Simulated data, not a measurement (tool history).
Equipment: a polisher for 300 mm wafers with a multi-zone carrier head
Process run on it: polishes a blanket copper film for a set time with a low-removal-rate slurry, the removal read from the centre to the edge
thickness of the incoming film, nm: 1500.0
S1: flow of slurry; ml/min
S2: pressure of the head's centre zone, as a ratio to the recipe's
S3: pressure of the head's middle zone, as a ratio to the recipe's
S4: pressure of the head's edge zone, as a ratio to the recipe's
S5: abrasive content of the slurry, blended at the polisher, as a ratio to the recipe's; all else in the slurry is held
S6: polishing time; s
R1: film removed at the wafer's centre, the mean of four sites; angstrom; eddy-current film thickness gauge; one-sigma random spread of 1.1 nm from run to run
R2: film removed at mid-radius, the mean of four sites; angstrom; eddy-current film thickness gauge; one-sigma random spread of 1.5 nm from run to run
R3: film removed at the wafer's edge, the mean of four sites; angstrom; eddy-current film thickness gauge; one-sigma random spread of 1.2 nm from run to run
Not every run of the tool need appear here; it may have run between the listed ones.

{"run": 1, "hour": 0.0, "S1": 195, "S2": 1, "S3": 1, "S4": 1, "S5": 1, "S6": 42, "R1": 1337, "R2": 1304.7, "R3": 1329.5}
{"run": 2, "hour": 6.4, "S1": 195, "S2": 0.96, "S3": 1, "S4": 1, "S5": 1, "S6": 42, "R1": 1299.2, "R2": 1276.5, "R3": 1287.7}
{"run": 3, "hour": 14.2, "S1": 195, "S2": 0.96, "S3": 1, "S4": 1, "S5": 1, "S6": 33, "R1": 1016.8, "R2": 1017.5, "R3": 1035.5}
{"run": 4, "hour": 18.9, "S1": 195, "S2": 0.9, "S3": 1, "S4": 1, "S5": 1, "S6": 33, "R1": 952.43, "R2": 1061.6, "R3": 1016.2}
{"run": 5, "hour": 19.7, "S1": 210, "S2": 0.96, "S3": 1, "S4": 0.97, "S5": 1, "S6": 33, "R1": 1012.9, "R2": 1044.2, "R3": 1000.4}
{"run": 6, "hour": 23.5, "S1": 210, "S2": 1, "S3": 1, "S4": 0.97, "S5": 1, "S6": 33, "R1": 1070.7, "R2": 1051.8, "R3": 1019.8}
{"run": 7, "hour": 32.3, "S1": 220, "S2": 1.04, "S3": 0.99, "S4": 0.97, "S5": 1, "S6": 33, "R1": 1113.7, "R2": 1027.2, "R3": 1014.4}
{"run": 8, "hour": 39.7, "S1": 225, "S2": 1.07, "S3": 0.99, "S4": 0.98, "S5": 1, "S6": 33, "R1": 1167.1, "R2": 1020.2, "R3": 1035.6}

Run 9, settings as shown, results not yet in. Your forecast:
{"run": 9, "hour": 44.2, "S1": 230, "S2": 1.09, "S3": 0.99, "S4": 0.98, "S5": 1, "S6": 33, "R1": "?", "R2": "?", "R3": "?"}

{"run 9": {"R1": 1176.8, "R2": 1052.9, "R3": 1026.8}}
